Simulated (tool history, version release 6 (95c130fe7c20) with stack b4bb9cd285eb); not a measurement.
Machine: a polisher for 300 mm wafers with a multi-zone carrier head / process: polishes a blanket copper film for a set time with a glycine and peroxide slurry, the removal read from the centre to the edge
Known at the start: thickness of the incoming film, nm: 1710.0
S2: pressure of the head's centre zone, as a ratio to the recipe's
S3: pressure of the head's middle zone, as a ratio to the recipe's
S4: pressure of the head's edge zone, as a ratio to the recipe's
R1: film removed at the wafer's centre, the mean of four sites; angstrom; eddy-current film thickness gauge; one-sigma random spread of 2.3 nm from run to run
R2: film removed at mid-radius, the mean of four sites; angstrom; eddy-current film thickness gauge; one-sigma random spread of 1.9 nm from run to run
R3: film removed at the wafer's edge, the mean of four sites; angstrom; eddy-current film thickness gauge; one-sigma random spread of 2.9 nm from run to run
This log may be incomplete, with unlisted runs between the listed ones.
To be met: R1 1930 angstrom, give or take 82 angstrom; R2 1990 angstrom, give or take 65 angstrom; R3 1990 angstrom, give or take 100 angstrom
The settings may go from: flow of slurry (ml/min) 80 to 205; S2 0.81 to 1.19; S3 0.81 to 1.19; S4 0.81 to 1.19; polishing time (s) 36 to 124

Run 1, day 0: flow of slurry (ml/min) 135, S2 1, S3 1, S4 1, polishing time (s) 79. Result: R1 2857.8 angstrom, R2 2907.1 angstrom, R3 2976.7 angstrom.
Run 2, day 0.125: flow of slurry (ml/min) 135, S2 1, S3 0.93, S4 1, polishing time (s) 79. Result: R1 2798.5 angstrom, R2 2729.4 angstrom, R3 3029.4 angstrom.
Run 3, day 0.167: flow of slurry (ml/min) 155, S2 1, S3 0.93, S4 1, polishing time (s) 79. Result: R1 2898.9 angstrom, R2 2786.1 angstrom, R3 2961.6 angstrom.
Run 4, day 0.258: flow of slurry (ml/min) 155, S2 1, S3 1, S4 1, polishing time (s) 79. Result: R1 2971.9 angstrom, R2 3020.9 angstrom, R3 2976.1 angstrom.
At day 0.542: edge zone pressure recalibrated.
Run 5, day 0.542: flow of slurry (ml/min) 165, S2 0.97, S3 0.96, S4 0.97, polishing time (s) 69. Result: R1 2522.7 angstrom, R2 2579.2 angstrom, R3 2453.4 angstrom.
Run 6, day 0.658: flow of slurry (ml/min) 140, S2 0.97, S3 0.96, S4 0.97, polishing time (s) 69. Result: R1 2419 angstrom, R2 2469.1 angstrom, R3 2433.5 angstrom.
Run 7, day 1.038: flow of slurry (ml/min) 140, S2 0.97, S3 0.96, S4 0.97, polishing time (s) 69. Result: R1 2421.9 angstrom, R2 2482.5 angstrom, R3 2466.2 angstrom.
Run 8, day 1.221: flow of slurry (ml/min) 140, S2 0.94, S3 0.92, S4 0.93, polishing time (s) 67. Result: R1 2267.1 angstrom, R2 2332.7 angstrom, R3 2429.5 angstrom.

Exactly one of the 4 candidate moves below puts every result within its allowed miss. Which one?
Run A, day 1.404: flow of slurry (ml/min) 195, S2 0.97, S3 0.89, S4 0.94, polishing time (s) 59. Result: R1 ?, R2 ?, R3 ?.
Run B, day 1.404: flow of slurry (ml/min) 205, S2 0.91, S3 0.91, S4 0.95, polishing time (s) 54. Result: R1 ?, R2 ?, R3 ?.
Run C, day 1.404: flow of slurry (ml/min) 120, S2 0.95, S3 0.95, S4 0.94, polishing time (s) 64. Result: R1 ?, R2 ?, R3 ?.
Run D, day 1.404: flow of slurry (ml/min) 145, S2 0.87, S3 0.93, S4 0.97, polishing time (s) 61. Result: R1 ?, R2 ?, R3 ?.

move      R1      R2      R3
   A  2218.6  2070.9  2155.8
   B  1920.2  1945.7  1993.5
   C  2107.4  2148.5  2175.6
   D  1934.9  2105.4  2173.7
A: moves toward the targets from the last run without getting all of them in spec
B: hits every target within its allowed miss
C: moves toward the targets from the last run without getting all of them in spec
D: moves toward the targets from the last run without getting all of them in spec
So the answer is move B, the one that meets all the targets.
